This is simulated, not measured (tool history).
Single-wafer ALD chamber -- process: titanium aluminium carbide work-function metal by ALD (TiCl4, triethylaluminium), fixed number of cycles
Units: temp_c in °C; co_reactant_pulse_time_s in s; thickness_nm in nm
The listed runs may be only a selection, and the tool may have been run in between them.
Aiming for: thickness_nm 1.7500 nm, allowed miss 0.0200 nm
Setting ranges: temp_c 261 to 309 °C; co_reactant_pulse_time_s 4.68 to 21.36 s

{"run": 1, "hour": 0.0, "temp_c": 285, "co_reactant_pulse_time_s": 13.02, "thickness_nm": 1.9223}
{"run": 2, "hour": 2.6, "temp_c": 285, "co_reactant_pulse_time_s": 10.4, "thickness_nm": 1.897}
{"run": 3, "hour": 10.9, "temp_c": 283, "co_reactant_pulse_time_s": 10.22, "thickness_nm": 1.8514}
{"run": 4, "hour": 15.9, "temp_c": 282, "co_reactant_pulse_time_s": 10.17, "thickness_nm": 1.8483}
{"run": 5, "hour": 23.9, "temp_c": 282, "co_reactant_pulse_time_s": 8.43, "thickness_nm": 1.8037}
{"run": 6, "hour": 24.5, "temp_c": 281, "co_reactant_pulse_time_s": 8.41, "thickness_nm": 1.8}
{"run": 7, "hour": 30.9, "temp_c": 280, "co_reactant_pulse_time_s": 8.38, "thickness_nm": 1.7968}
{"run": 8, "hour": 39.4, "temp_c": 273, "co_reactant_pulse_time_s": 7.81, "thickness_nm": 1.703}
{"run": 9, "hour": 45.0, "temp_c": 274, "co_reactant_pulse_time_s": 7.83, "thickness_nm": 1.7185}
{"run": 10, "hour": 51.7, "temp_c": 274, "co_reactant_pulse_time_s": 7.85, "thickness_nm": 1.7183}
{"run": 11, "hour": 53.7, "temp_c": 274, "co_reactant_pulse_time_s": 7.87, "thickness_nm": 1.725}
{"run": 12, "hour": 62.2, "temp_c": 274, "co_reactant_pulse_time_s": 7.89, "thickness_nm": 1.7094}
{"run": 13, "hour": 69.8, "temp_c": 274, "co_reactant_pulse_time_s": 7.91, "thickness_nm": 1.7212}
{"run": 14, "hour": 73.6, "temp_c": 274, "co_reactant_pulse_time_s": 7.93, "thickness_nm": 1.7092}
{"run": 15, "hour": 78.9, "temp_c": 274, "co_reactant_pulse_time_s": 7.95, "thickness_nm": 1.7242}
{"run": 16, "hour": 87.4, "temp_c": 274, "co_reactant_pulse_time_s": 7.97, "thickness_nm": 1.7204}
{"run": 17, "hour": 94.1, "temp_c": 274, "co_reactant_pulse_time_s": 7.99, "thickness_nm": 1.7222}
{"run": 18, "hour": 96.4, "temp_c": 274, "co_reactant_pulse_time_s": 7.99, "thickness_nm": 1.7223}
{"run": 19, "hour": 97.4, "temp_c": 274, "co_reactant_pulse_time_s": 8.01, "thickness_nm": 1.7267}
{"run": 20, "hour": 99.1, "temp_c": 274, "co_reactant_pulse_time_s": 8.02, "thickness_nm": 1.7246}
{"run": 21, "hour": 100.9, "temp_c": 274, "co_reactant_pulse_time_s": 8.03, "thickness_nm": 1.721}
{"run": 22, "hour": 102.0, "temp_c": 274, "co_reactant_pulse_time_s": 8.05, "thickness_nm": 1.7257}
{"run": 23, "hour": 106.2, "temp_c": 274, "co_reactant_pulse_time_s": 8.06, "thickness_nm": 1.7187}
{"run": 24, "hour": 111.6, "temp_c": 274, "co_reactant_pulse_time_s": 8.08, "thickness_nm": 1.7221}
{"run": 25, "hour": 114.4, "temp_c": 274, "co_reactant_pulse_time_s": 8.1, "thickness_nm": 1.7232}
{"run": 26, "hour": 121.0, "temp_c": 274, "co_reactant_pulse_time_s": 8.11, "thickness_nm": 1.725}
{"run": 27, "hour": 123.1, "temp_c": 274, "co_reactant_pulse_time_s": 8.12, "thickness_nm": 1.7291}

Next run, 5 choices. One meets every target within its allowed miss, the rest don't. Which?
{"run": "A", "hour": 125.2, "temp_c": 278, "co_reactant_pulse_time_s": 10.41, "thickness_nm": "?"}
{"run": "B", "hour": 125.2, "temp_c": 280, "co_reactant_pulse_time_s": 8.57, "thickness_nm": "?"}
{"run": "C", "hour": 125.2, "temp_c": 283, "co_reactant_pulse_time_s": 6.9, "thickness_nm": "?"}
{"run": "D", "hour": 125.2, "temp_c": 280, "co_reactant_pulse_time_s": 8.19, "thickness_nm": "?"}
{"run": "E", "hour": 125.2, "temp_c": 275, "co_reactant_pulse_time_s": 7.31, "thickness_nm": "?"}

move=A thickness_nm=1.8146
move=B thickness_nm=1.7933
move=C thickness_nm=1.7554
move=D thickness_nm=1.7813
move=E thickness_nm=1.7008
A: pushes the last run's worst result past its target
B: pushes the last run's worst result past its target
C: all results in spec
D: pushes the last run's worst result past its target
E: lands further from the targets than the last run did
Answer: C

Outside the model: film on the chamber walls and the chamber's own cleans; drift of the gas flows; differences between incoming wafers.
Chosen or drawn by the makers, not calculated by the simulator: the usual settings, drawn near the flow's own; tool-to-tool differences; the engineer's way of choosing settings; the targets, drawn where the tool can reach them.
